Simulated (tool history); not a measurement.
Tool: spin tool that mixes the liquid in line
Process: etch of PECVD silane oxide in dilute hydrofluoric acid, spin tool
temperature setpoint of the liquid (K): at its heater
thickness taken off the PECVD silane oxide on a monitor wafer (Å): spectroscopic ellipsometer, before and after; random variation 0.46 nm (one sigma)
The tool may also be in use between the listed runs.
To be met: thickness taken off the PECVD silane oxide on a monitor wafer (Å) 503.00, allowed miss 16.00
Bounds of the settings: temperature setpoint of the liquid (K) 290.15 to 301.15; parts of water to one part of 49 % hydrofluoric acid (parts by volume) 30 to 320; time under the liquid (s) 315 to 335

run	day	temperature setpoint of the liquid (K)	parts of water to one part of 49 % hydrofluoric acid (parts by volume)	time under the liquid (s)	thickness taken off the PECVD silane oxide on a monitor wafer (Å)
1	0.000	293.15	175	315	344.70
2	0.096	295.15	175	315	371.67
3	0.450	295.15	175	335	392.74
4	0.550	295.15	175	335	392.46
5	0.892	295.15	175	315	364.21
6	1.100	295.15	175	335	397.78
7	1.158	296.65	170	335	432.92
8	1.250	297.65	170	335	445.86
9	1.483	298.65	170	335	468.99

5 next moves are on the table. One of them brings every result within its allowed miss. Which?
A	1.717	301.15	170	335	?
B	1.717	294.15	150	330	?
C	1.717	300.65	190	320	?
D	1.717	299.15	170	320	?
E	1.717	301.15	165	335	?

move	thickness taken off the PECVD silane oxide on a monitor wafer (Å)
A	505.51
B	443.25
C	414.30
D	448.85
E	524.03
A: meets every target
B: further off than the last run
C: further off than the last run
D: further off than the last run
E: takes the result that was furthest off past its target
Answer: A
